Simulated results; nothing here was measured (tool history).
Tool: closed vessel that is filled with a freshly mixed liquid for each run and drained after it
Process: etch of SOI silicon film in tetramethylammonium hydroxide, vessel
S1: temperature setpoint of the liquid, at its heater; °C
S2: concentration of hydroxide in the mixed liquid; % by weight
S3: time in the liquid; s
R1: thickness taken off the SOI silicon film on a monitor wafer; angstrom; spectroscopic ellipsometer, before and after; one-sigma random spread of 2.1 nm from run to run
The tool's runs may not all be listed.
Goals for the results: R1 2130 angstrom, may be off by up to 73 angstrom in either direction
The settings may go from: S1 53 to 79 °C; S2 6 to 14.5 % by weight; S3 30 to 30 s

run	hour	S1	S2	S3	R1
1	0	66	9.5	30	1758.9
2	1.9	66	10.5	30	1691.8
3	6.2	67	10.5	30	1796.4
4	13.6	67	12	30	1727.4
5	15.4	67	13.5	30	1621.1
6	23	67	11.5	30	1752.5
7	29	68	11.5	30	1857.6
8	32.5	68	11.5	30	1878.9

Exercise: of the 4 proposed moves below, exactly one satisfies all targets within the stated allowed misses. Which move is it?
A	36	70.5	12	30	?
B	36	68	12.5	30	?
C	36	65.5	12	30	?
D	36	67	10	30	?

move	R1
A	2112.6
B	1792.2
C	1569.7
D	1833.8
A: every result within its allowed miss
B: the biggest miss grows against the last run
C: the biggest miss grows against the last run
D: the biggest miss grows against the last run
The move that meets every target is A.

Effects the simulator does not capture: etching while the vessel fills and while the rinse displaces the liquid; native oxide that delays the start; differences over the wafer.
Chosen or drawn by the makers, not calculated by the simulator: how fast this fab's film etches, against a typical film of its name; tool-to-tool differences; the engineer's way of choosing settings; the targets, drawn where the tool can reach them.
